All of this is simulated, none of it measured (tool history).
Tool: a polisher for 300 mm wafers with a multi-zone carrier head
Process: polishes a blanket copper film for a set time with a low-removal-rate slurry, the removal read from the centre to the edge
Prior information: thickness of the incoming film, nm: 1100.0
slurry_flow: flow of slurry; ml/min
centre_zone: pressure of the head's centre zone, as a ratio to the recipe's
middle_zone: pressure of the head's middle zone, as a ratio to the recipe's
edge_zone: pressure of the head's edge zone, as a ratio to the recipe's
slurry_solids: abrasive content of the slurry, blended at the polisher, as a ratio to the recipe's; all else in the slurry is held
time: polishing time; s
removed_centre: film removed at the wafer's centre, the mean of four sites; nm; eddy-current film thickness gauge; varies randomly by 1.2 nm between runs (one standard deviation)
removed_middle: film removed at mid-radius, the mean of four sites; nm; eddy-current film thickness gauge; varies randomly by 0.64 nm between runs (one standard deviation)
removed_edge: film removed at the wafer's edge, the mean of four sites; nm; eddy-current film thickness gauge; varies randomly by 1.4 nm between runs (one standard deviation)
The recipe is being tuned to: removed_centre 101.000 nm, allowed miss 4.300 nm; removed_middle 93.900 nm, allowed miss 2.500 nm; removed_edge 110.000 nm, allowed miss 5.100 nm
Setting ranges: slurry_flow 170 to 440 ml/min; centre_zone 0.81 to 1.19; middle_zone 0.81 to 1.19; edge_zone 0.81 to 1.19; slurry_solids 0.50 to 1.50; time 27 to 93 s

Run 1, hour 0.0: slurry_flow 280 ml/min, centre_zone 1.00, middle_zone 1.00, edge_zone 1.00, slurry_solids 1.00, time 59 s. Result: removed_centre 176.100 nm, removed_middle 182.590 nm, removed_edge 179.240 nm.
Run 2, hour 7.0: slurry_flow 280 ml/min, centre_zone 0.93, middle_zone 1.00, edge_zone 1.00, slurry_solids 1.00, time 59 s. Result: removed_centre 160.920 nm, removed_middle 182.550 nm, removed_edge 184.330 nm.
Run 3, hour 12.9: slurry_flow 280 ml/min, centre_zone 0.93, middle_zone 1.00, edge_zone 1.00, slurry_solids 0.85, time 59 s. Result: removed_centre 157.720 nm, removed_middle 176.500 nm, removed_edge 175.150 nm.
Run 4, hour 21.0: slurry_flow 280 ml/min, centre_zone 0.84, middle_zone 1.00, edge_zone 1.00, slurry_solids 0.85, time 59 s. Result: removed_centre 139.760 nm, removed_middle 176.440 nm, removed_edge 174.330 nm.
Run 5, hour 27.2: slurry_flow 270 ml/min, centre_zone 0.86, middle_zone 0.96, edge_zone 1.00, slurry_solids 0.75, time 54 s. Result: removed_centre 125.390 nm, removed_middle 148.430 nm, removed_edge 154.390 nm.
Run 6, hour 32.9: slurry_flow 270 ml/min, centre_zone 0.86, middle_zone 0.96, edge_zone 1.08, slurry_solids 0.75, time 54 s. Result: removed_centre 125.140 nm, removed_middle 146.430 nm, removed_edge 158.200 nm.
Run 7, hour 41.8: slurry_flow 265 ml/min, centre_zone 0.88, middle_zone 0.93, edge_zone 1.06, slurry_solids 0.70, time 51 s. Result: removed_centre 118.540 nm, removed_middle 134.320 nm, removed_edge 144.740 nm.
Run 8, hour 44.2: slurry_flow 260 ml/min, centre_zone 0.90, middle_zone 0.90, edge_zone 1.07, slurry_solids 0.65, time 49 s. Result: removed_centre 114.410 nm, removed_middle 121.590 nm, removed_edge 136.750 nm.
Run 9, hour 48.0: slurry_flow 230 ml/min, centre_zone 0.94, middle_zone 0.81, edge_zone 0.97, slurry_solids 0.50, time 42 s. Result: removed_centre 93.220 nm, removed_middle 87.178 nm, removed_edge 101.820 nm.
Run 10, hour 55.9: slurry_flow 245 ml/min, centre_zone 0.94, middle_zone 0.81, edge_zone 0.98, slurry_solids 0.50, time 42 s. Result: removed_centre 94.005 nm, removed_middle 88.117 nm, removed_edge 105.750 nm.
Run 11, hour 58.3: slurry_flow 255 ml/min, centre_zone 0.95, middle_zone 0.82, edge_zone 0.98, slurry_solids 0.50, time 42 s. Result: removed_centre 96.726 nm, removed_middle 89.842 nm, removed_edge 107.870 nm.

Pick the move, out of 4, that brings all results within their allowed miss; only one does.
Run A, hour 60.7: slurry_flow 225 ml/min, centre_zone 0.90, middle_zone 0.88, edge_zone 1.01, slurry_solids 0.55, time 41 s. Result: removed_centre ?, removed_middle ?, removed_edge ?.
Run B, hour 60.7: slurry_flow 170 ml/min, centre_zone 1.12, middle_zone 0.90, edge_zone 0.86, slurry_solids 0.55, time 40 s. Result: removed_centre ?, removed_middle ?, removed_edge ?.
Run C, hour 60.7: slurry_flow 270 ml/min, centre_zone 0.97, middle_zone 0.84, edge_zone 1.04, slurry_solids 0.55, time 42 s. Result: removed_centre ?, removed_middle ?, removed_edge ?.
Run D, hour 60.7: slurry_flow 265 ml/min, centre_zone 0.92, middle_zone 0.81, edge_zone 0.95, slurry_solids 0.50, time 42 s. Result: removed_centre ?, removed_middle ?, removed_edge ?.

move  removed_centre  removed_middle  removed_edge
   A          89.196          93.338       104.950
   B         104.850          89.874        94.193
   C         100.430          93.607       110.280
   D          92.237          88.093       103.260
A: brings the result that was furthest off to its target, and leaves another outside
B: misses by more than the last run did
C: each result inside its tolerance
D: misses by more than the last run did
C is the move that brings every result within its allowed miss.

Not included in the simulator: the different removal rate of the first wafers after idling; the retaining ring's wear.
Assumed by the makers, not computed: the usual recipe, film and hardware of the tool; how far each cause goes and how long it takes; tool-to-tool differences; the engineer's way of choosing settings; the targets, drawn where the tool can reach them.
